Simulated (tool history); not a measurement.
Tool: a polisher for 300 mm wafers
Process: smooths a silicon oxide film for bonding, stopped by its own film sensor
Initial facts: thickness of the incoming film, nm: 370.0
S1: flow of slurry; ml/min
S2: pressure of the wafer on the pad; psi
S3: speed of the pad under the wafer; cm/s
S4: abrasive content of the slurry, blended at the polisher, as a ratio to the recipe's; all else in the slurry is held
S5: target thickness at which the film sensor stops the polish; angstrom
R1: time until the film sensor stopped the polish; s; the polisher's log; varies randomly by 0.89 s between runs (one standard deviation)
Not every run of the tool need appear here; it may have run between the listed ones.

run    day   S1   S2  S3   S4    S5      R1
  1  0.000  205  2.4  86  1.0  3090  84.978
  2  0.275  205  2.6  86  1.0  3090  77.459
  3  0.633  205  2.6  86  0.9  3090  80.980
  4  0.754  200  2.4  86  0.9  3090  88.711
  5  1.125  235  2.4  86  0.9  3090  87.034
  6  1.433  230  2.2  86  0.9  3090  95.006
  7  1.767  225  2.1  86  0.9  3090  99.759

Run 8 is up next; what results do you expect?
  8  2.121  220  2.0  86  0.9  3090   ?

{"run 8": {"R1": 103.0}}
